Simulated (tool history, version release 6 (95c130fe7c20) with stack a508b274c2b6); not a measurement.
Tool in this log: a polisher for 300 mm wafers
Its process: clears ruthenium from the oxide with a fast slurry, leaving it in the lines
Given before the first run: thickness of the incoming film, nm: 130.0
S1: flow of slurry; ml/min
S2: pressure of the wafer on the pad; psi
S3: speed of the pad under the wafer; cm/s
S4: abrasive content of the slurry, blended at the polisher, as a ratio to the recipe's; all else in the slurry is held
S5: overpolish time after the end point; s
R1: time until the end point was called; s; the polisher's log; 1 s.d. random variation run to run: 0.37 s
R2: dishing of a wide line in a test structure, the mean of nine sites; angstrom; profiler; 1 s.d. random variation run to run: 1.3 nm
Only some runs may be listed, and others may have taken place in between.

run  hour   S1   S2  S3    S4  S5      R1      R2
  1     0  175  2.8  94     1  13  26.703   451.7
  2     2  155  2.8  94     1  13  27.859   435.9
  3   6.8  155  3.2  94     1  13  23.644  487.23
  4   9.1  155  3.2  94     1  10  23.741  383.91
  5  13.4  155  3.3  96     1  11  23.879  438.81
  6  20.8  155  3.3  96  0.85  11  24.825  394.63

What does the tool deliver on the next run?
     28.2  -- head pressure recalibrated
  7  28.2  155  3.3  98  0.9  12   ?   ?

{"run 7": {"R1": 25.3, "R2": 430.63}}
